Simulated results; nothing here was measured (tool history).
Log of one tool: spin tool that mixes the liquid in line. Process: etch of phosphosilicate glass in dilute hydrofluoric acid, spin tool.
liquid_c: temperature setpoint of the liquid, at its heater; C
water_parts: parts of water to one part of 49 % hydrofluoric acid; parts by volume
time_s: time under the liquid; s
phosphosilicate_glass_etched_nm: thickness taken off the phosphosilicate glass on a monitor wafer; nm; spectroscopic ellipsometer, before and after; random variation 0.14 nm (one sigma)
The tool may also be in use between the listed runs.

run,hour,liquid_c,water_parts,time_s,phosphosilicate_glass_etched_nm
1,0.0,22.0,275,50,8.1320
2,7.8,23.0,265,50,8.8485
3,16.8,24.0,255,50,9.6765
4,23.9,27.5,255,50,10.8730
5,31.3,28.0,250,50,11.3660
6,36.6,26.5,250,50,10.6720

Forecast run 7:
7,39.1,27.0,245,50,?

{"run 7": {"phosphosilicate_glass_etched_nm": 11.279}}
